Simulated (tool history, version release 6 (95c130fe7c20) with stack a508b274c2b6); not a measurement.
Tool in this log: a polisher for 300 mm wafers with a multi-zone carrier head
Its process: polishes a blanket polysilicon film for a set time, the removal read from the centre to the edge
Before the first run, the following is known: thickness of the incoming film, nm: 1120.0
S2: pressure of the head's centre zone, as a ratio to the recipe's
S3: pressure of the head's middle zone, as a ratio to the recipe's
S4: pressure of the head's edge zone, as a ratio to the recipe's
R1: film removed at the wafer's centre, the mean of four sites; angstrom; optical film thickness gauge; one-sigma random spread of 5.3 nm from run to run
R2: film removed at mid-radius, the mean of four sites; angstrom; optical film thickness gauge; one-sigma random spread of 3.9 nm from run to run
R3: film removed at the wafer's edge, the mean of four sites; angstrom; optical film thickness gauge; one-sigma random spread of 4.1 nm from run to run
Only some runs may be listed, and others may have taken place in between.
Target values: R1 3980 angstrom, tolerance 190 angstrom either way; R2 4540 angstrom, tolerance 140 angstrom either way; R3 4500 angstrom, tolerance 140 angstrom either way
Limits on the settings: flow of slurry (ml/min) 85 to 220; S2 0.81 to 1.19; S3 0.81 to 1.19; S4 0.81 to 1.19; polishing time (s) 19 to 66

Run 1, hour 0: flow of slurry (ml/min) 140, S2 1, S3 1, S4 1, polishing time (s) 42. Result: R1 3301.3 angstrom, R2 3338.3 angstrom, R3 3438.6 angstrom.
Run 2, hour 5.7: flow of slurry (ml/min) 140, S2 1, S3 1, S4 1, polishing time (s) 51. Result: R1 4067.3 angstrom, R2 3988.2 angstrom, R3 4122.1 angstrom.
Run 3, hour 9: flow of slurry (ml/min) 140, S2 1, S3 1, S4 1, polishing time (s) 44. Result: R1 3551.2 angstrom, R2 3478.8 angstrom, R3 3627.7 angstrom.
Run 4, hour 13.2: flow of slurry (ml/min) 155, S2 0.98, S3 1.04, S4 1.05, polishing time (s) 45. Result: R1 3602.5 angstrom, R2 3752.6 angstrom, R3 3769.6 angstrom.
Run 5, hour 20.3: flow of slurry (ml/min) 155, S2 0.98, S3 1.04, S4 1.05, polishing time (s) 35. Result: R1 2768.8 angstrom, R2 2945.6 angstrom, R3 2914.8 angstrom.
At hour 23.1: slurry nozzle cleaned.
Run 6, hour 23.1: flow of slurry (ml/min) 155, S2 0.98, S3 0.99, S4 1.05, polishing time (s) 35. Result: R1 3028.7 angstrom, R2 2979 angstrom, R3 3079.7 angstrom.
Run 7, hour 25.6: flow of slurry (ml/min) 170, S2 0.94, S3 1.01, S4 1.09, polishing time (s) 39. Result: R1 3234.5 angstrom, R2 3486.2 angstrom, R3 3443.6 angstrom.
Run 8, hour 32.2: flow of slurry (ml/min) 180, S2 0.91, S3 0.98, S4 1.12, polishing time (s) 41. Result: R1 3304.1 angstrom, R2 3553.1 angstrom, R3 3698.8 angstrom.
Run 9, hour 36.4: flow of slurry (ml/min) 185, S2 0.91, S3 1, S4 1.13, polishing time (s) 43. Result: R1 3553.7 angstrom, R2 3784.2 angstrom, R3 3998.7 angstrom.
Run 10, hour 42.8: flow of slurry (ml/min) 195, S2 0.91, S3 1.03, S4 1.14, polishing time (s) 44. Result: R1 3610.4 angstrom, R2 3987.8 angstrom, R3 4072 angstrom.
Run 11, hour 49.6: flow of slurry (ml/min) 200, S2 0.91, S3 1.04, S4 1.14, polishing time (s) 45. Result: R1 3684.7 angstrom, R2 4171.8 angstrom, R3 4214 angstrom.

Which one of the following 5 next-run settings gets every result inside its allowed miss? There is exactly one.
Run A, hour 56.4: flow of slurry (ml/min) 160, S2 0.96, S3 0.92, S4 1.19, polishing time (s) 47. Result: R1 ?, R2 ?, R3 ?.
Run B, hour 56.4: flow of slurry (ml/min) 160, S2 0.81, S3 0.92, S4 1.19, polishing time (s) 50. Result: R1 ?, R2 ?, R3 ?.
Run C, hour 56.4: flow of slurry (ml/min) 210, S2 0.91, S3 1.1, S4 1.19, polishing time (s) 47. Result: R1 ?, R2 ?, R3 ?.
Run D, hour 56.4: flow of slurry (ml/min) 220, S2 0.83, S3 1.12, S4 1.13, polishing time (s) 45. Result: R1 ?, R2 ?, R3 ?.
Run E, hour 56.4: flow of slurry (ml/min) 220, S2 0.81, S3 1.19, S4 1.12, polishing time (s) 44. Result: R1 ?, R2 ?, R3 ?.

move      R1      R2      R3
   A  3984.4  3837.3  4350.2
   B  3571.1  4085.5  4627.8
   C    3976  4612.7  4488.6
   D  3494.8  4511.2  4226.7
   E  3335.5  4630.1  4114.5
A: the biggest miss grows against the last run
B: the biggest miss grows against the last run
C: each result inside its tolerance
D: brings the last run's worst result on target, with another outside its allowed miss
E: brings the last run's worst result on target, with another outside its allowed miss
C is the move that brings every result within its allowed miss.
